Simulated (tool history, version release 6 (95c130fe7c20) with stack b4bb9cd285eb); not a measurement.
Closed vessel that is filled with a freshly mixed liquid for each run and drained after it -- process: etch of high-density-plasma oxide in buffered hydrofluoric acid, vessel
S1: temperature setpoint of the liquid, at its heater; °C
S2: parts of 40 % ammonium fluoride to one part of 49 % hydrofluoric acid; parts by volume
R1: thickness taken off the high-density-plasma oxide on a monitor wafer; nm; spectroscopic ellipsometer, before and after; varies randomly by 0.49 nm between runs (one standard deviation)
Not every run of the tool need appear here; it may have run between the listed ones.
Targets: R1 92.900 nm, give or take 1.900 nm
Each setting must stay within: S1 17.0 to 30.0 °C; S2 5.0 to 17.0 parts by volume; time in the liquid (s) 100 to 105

{"run": 1, "day": 0.0, "S1": 22.0, "S2": 10.5, "time in the liquid (s)": 100, "R1": 110.76}
{"run": 2, "day": 0.05, "S1": 21.0, "S2": 10.5, "time in the liquid (s)": 100, "R1": 104.38}
{"run": 3, "day": 0.171, "S1": 20.5, "S2": 10.5, "time in the liquid (s)": 100, "R1": 101.27}
{"run": 4, "day": 0.379, "S1": 20.5, "S2": 10.5, "time in the liquid (s)": 105, "R1": 106.71}
{"run": 5, "day": 0.758, "S1": 22.5, "S2": 10.5, "time in the liquid (s)": 105, "R1": 118.18}
{"run": 6, "day": 0.921, "S1": 25.0, "S2": 10.5, "time in the liquid (s)": 105, "R1": 136.75}
{"run": 7, "day": 1.004, "S1": 25.0, "S2": 10.5, "time in the liquid (s)": 105, "R1": 135.56}
{"run": 8, "day": 1.329, "S1": 25.0, "S2": 10.5, "time in the liquid (s)": 105, "R1": 136.59}
{"run": 9, "day": 1.433, "S1": 22.5, "S2": 10.5, "time in the liquid (s)": 105, "R1": 118.53}
{"run": 10, "day": 1.529, "S1": 21.0, "S2": 10.5, "time in the liquid (s)": 105, "R1": 110.1}
{"run": 11, "day": 1.862, "S1": 20.0, "S2": 10.5, "time in the liquid (s)": 105, "R1": 103.81}
{"run": 12, "day": 2.025, "S1": 19.5, "S2": 10.5, "time in the liquid (s)": 105, "R1": 100.72}
{"run": 13, "day": 2.304, "S1": 19.5, "S2": 10.5, "time in the liquid (s)": 105, "R1": 100.97}
{"run": 14, "day": 2.5, "S1": 19.0, "S2": 10.5, "time in the liquid (s)": 105, "R1": 97.08}

Which one of the following 4 next-run settings gets every result inside its allowed miss? There is exactly one.
{"run": "A", "day": 2.696, "S1": 19.5, "S2": 11.5, "time in the liquid (s)": 100, "R1": "?"}
{"run": "B", "day": 2.696, "S1": 19.0, "S2": 11.0, "time in the liquid (s)": 100, "R1": "?"}
{"run": "C", "day": 2.696, "S1": 20.0, "S2": 11.0, "time in the liquid (s)": 105, "R1": "?"}
{"run": "D", "day": 2.696, "S1": 19.0, "S2": 10.5, "time in the liquid (s)": 100, "R1": "?"}

move=A R1=87.868
move=B R1=89.220
move=C R1=99.095
move=D R1=93.361
A: pushes the last run's worst result past its target
B: pushes the last run's worst result past its target
C: further off than the last run
D: meets every target
The right move is D.
